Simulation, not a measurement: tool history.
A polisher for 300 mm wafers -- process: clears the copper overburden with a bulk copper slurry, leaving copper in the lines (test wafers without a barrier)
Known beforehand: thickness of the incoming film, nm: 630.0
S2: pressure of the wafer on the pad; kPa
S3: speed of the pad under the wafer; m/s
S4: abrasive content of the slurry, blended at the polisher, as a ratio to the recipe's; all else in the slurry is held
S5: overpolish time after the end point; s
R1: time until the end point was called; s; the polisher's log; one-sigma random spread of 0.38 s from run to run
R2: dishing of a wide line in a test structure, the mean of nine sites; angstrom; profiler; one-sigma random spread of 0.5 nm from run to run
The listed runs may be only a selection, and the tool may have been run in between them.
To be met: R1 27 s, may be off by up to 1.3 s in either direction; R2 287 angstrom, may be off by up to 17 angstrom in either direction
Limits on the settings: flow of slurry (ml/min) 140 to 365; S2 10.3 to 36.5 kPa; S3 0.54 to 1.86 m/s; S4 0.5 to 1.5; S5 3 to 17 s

Run 1, hour 0: flow of slurry (ml/min) 235, S2 23.4 kPa, S3 1.18 m/s, S4 1, S5 9 s. Result: R1 51.77 s, R2 276.75 angstrom.
Run 2, hour 6.9: flow of slurry (ml/min) 235, S2 20.7 kPa, S3 1.18 m/s, S4 1, S5 9 s. Result: R1 58.549 s, R2 270.24 angstrom.
Run 3, hour 11.6: flow of slurry (ml/min) 235, S2 20.7 kPa, S3 0.88 m/s, S4 1, S5 9 s. Result: R1 76.33 s, R2 256.5 angstrom.
Run 4, hour 13: flow of slurry (ml/min) 235, S2 18.6 kPa, S3 0.88 m/s, S4 1, S5 9 s. Result: R1 86.521 s, R2 242.17 angstrom.
Run 5, hour 15.8: flow of slurry (ml/min) 235, S2 21.4 kPa, S3 0.88 m/s, S4 1, S5 9 s. Result: R1 75.544 s, R2 261.41 angstrom.
Run 6, hour 21.1: flow of slurry (ml/min) 235, S2 22.1 kPa, S3 1 m/s, S4 1, S5 8 s. Result: R1 63.855 s, R2 258.28 angstrom.
Run 7, hour 22.4: flow of slurry (ml/min) 235, S2 24.1 kPa, S3 1.02 m/s, S4 1, S5 7 s. Result: R1 58.439 s, R2 262.92 angstrom.
Run 8, hour 25.4: flow of slurry (ml/min) 240, S2 25.5 kPa, S3 1.06 m/s, S4 1, S5 6 s. Result: R1 52.556 s, R2 259.88 angstrom.
Run 9, hour 27.2: flow of slurry (ml/min) 245, S2 32.4 kPa, S3 1.32 m/s, S4 1.05, S5 8 s. Result: R1 33.67 s, R2 279.14 angstrom.

Which single option among these 5 for the next run brings every result within its allowed miss of target? Just one does.
Run A, hour 29: flow of slurry (ml/min) 255, S2 28.3 kPa, S3 1.56 m/s, S4 1.2, S5 6 s. Result: R1 ?, R2 ?.
Run B, hour 29: flow of slurry (ml/min) 230, S2 31.7 kPa, S3 1.4 m/s, S4 1.25, S5 3 s. Result: R1 ?, R2 ?.
Run C, hour 29: flow of slurry (ml/min) 230, S2 36.5 kPa, S3 1.48 m/s, S4 0.7, S5 7 s. Result: R1 ?, R2 ?.
Run D, hour 29: flow of slurry (ml/min) 235, S2 33.8 kPa, S3 1.54 m/s, S4 1.15, S5 8 s. Result: R1 ?, R2 ?.
Run E, hour 29: flow of slurry (ml/min) 145, S2 31 kPa, S3 1.74 m/s, S4 0.75, S5 10 s. Result: R1 ?, R2 ?.

move      R1      R2
   A   31.78  275.97
   B  31.446  242.77
   C  29.944  282.63
   D  27.521  283.45
   E  31.224  282.73
A: moves toward the targets from the last run without getting all of them in spec
B: moves toward the targets from the last run without getting all of them in spec
C: moves toward the targets from the last run without getting all of them in spec
D: in spec on every target
E: moves toward the targets from the last run without getting all of them in spec
Move D is the one to make.

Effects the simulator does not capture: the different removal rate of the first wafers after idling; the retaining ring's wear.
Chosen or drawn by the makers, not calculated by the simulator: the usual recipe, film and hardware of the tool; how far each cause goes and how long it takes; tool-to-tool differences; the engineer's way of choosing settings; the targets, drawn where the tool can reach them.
